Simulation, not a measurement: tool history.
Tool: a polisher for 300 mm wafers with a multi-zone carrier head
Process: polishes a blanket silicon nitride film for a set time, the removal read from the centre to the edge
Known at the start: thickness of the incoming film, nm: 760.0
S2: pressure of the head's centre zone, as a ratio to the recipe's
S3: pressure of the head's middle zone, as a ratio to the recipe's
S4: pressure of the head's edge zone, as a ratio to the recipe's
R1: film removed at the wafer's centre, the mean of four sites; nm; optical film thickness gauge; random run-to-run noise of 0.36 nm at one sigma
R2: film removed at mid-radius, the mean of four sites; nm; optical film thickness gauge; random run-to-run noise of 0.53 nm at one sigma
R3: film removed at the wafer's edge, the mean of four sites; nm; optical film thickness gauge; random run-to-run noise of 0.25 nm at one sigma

{"run": 1, "hour": 0.0, "flow of slurry (ml/min)": 205, "S2": 1, "S3": 1, "S4": 1, "polishing time (s)": 33, "R1": 68.908, "R2": 70.824, "R3": 67.444}
{"run": 2, "hour": 8.9, "flow of slurry (ml/min)": 205, "S2": 1, "S3": 1.04, "S4": 1, "polishing time (s)": 33, "R1": 68.834, "R2": 72.971, "R3": 67.623}
{"run": 3, "hour": 10.7, "flow of slurry (ml/min)": 245, "S2": 1, "S3": 1.04, "S4": 1, "polishing time (s)": 33, "R1": 69.391, "R2": 74.785, "R3": 68.606}
{"run": 4, "hour": 16.9, "flow of slurry (ml/min)": 240, "S2": 1, "S3": 1.02, "S4": 0.98, "polishing time (s)": 31, "R1": 65.835, "R2": 69.638, "R3": 64.32}
{"run": 5, "hour": 22.6, "flow of slurry (ml/min)": 240, "S2": 1, "S3": 1.02, "S4": 0.94, "polishing time (s)": 31, "R1": 65.295, "R2": 70.044, "R3": 62.963}
{"run": 6, "hour": 31.4, "flow of slurry (ml/min)": 225, "S2": 1, "S3": 1.02, "S4": 0.94, "polishing time (s)": 31, "R1": 66.375, "R2": 69.477, "R3": 61.78}
{"run": 7, "hour": 33.5, "flow of slurry (ml/min)": 225, "S2": 1, "S3": 1.02, "S4": 0.94, "polishing time (s)": 31, "R1": 65.38, "R2": 68.371, "R3": 62.601}
{"run": 8, "hour": 40.4, "flow of slurry (ml/min)": 220, "S2": 1, "S3": 1.01, "S4": 0.93, "polishing time (s)": 30, "R1": 62, "R2": 67.582, "R3": 60.333}

Run 9, settings as shown, results not yet in. Your forecast:
{"run": 9, "hour": 40.9, "flow of slurry (ml/min)": 220, "S2": 1.02, "S3": 0.99, "S4": 0.93, "polishing time (s)": 28, "R1": "?", "R2": "?", "R3": "?"}

R1: 60.195 nm
R2: 60.812 nm
R3: 55.66 nm
